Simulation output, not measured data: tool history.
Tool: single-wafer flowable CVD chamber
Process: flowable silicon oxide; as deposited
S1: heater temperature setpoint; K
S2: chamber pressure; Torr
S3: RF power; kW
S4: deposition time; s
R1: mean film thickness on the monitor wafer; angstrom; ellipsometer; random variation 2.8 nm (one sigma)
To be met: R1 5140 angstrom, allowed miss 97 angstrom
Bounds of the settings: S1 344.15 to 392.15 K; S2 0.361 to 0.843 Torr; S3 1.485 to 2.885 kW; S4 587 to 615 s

run 1 hour=0 | S1=368.15 S2=0.602 S3=2.185 S4=615 | R1=3009.8
run 2 hour=3 | S1=368.15 S2=0.602 S3=2.45 S4=615 | R1=3040.2
run 3 hour=11 | S1=368.15 S2=0.564 S3=2.45 S4=615 | R1=2859.7
run 4 hour=17.1 | S1=364.15 S2=0.564 S3=2.45 S4=615 | R1=3281.4
run 5 hour=20.1 | S1=361.15 S2=0.564 S3=2.45 S4=615 | R1=3595.5
run 6 hour=26.4 | S1=361.15 S2=0.632 S3=2.45 S4=615 | R1=4037
run 7 hour=29 | S1=360.15 S2=0.632 S3=2.45 S4=615 | R1=4117.8
run 8 hour=29.9 | S1=359.15 S2=0.632 S3=2.45 S4=615 | R1=4227.6

5 next moves are on the table. One of them brings every result within its allowed miss. Which?
run A hour=30.8 | S1=355.15 S2=0.628 S3=2.345 S4=595 | R1=?
run B hour=30.8 | S1=366.15 S2=0.634 S3=2.275 S4=587 | R1=?
run C hour=30.8 | S1=352.15 S2=0.622 S3=2.515 S4=607 | R1=?
run D hour=30.8 | S1=353.15 S2=0.669 S3=2.535 S4=615 | R1=?
run E hour=30.8 | S1=352.15 S2=0.687 S3=2.405 S4=615 | R1=?

move=A R1=4591.7
move=B R1=3223.9
move=C R1=5106.1
move=D R1=5410.5
move=E R1=5662.3
A: nearer than the last run, and not there yet
B: further off than the last run
C: meets every target
D: takes the result that was furthest off past its target
E: takes the result that was furthest off past its target
The right move is C.
